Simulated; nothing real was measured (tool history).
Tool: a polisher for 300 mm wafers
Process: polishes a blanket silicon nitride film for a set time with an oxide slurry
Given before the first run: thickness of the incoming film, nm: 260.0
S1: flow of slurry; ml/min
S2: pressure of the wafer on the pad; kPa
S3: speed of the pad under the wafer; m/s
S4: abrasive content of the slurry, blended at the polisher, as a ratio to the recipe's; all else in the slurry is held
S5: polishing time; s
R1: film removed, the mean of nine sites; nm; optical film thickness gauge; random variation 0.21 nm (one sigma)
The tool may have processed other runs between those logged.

| run | hour | S1 | S2 | S3 | S4 | S5 | R1 |
|---|---|---|---|---|---|---|---|
| 1 | 0 | 130 | 31 | 1.24 | 1 | 30 | 27.444 |
| 2 | 3.3 | 130 | 25.5 | 1.24 | 1 | 30 | 23.534 |
| 3 | 7.6 | 130 | 25.5 | 1.24 | 1 | 26 | 20.036 |
| 4 | 9.8 | 130 | 23.4 | 1.24 | 1 | 26 | 18.467 |
| 5 | 15.8 | 130 | 22.1 | 1.24 | 1 | 26 | 17.604 |
| 6 | 18.1 | 130 | 21.4 | 1.24 | 1 | 26 | 17.398 |
| 7 | 24 | 130 | 20.7 | 1.24 | 1 | 26 | 16.186 |
| 8 | 24.5 | 130 | 20 | 1.24 | 1 | 26 | 16.096 |

Run 9, settings as shown, results not yet in. Your forecast:
| 9 | 27.6 | 130 | 19.3 | 1.24 | 1 | 26 | ? |

R1: 15.715 nm
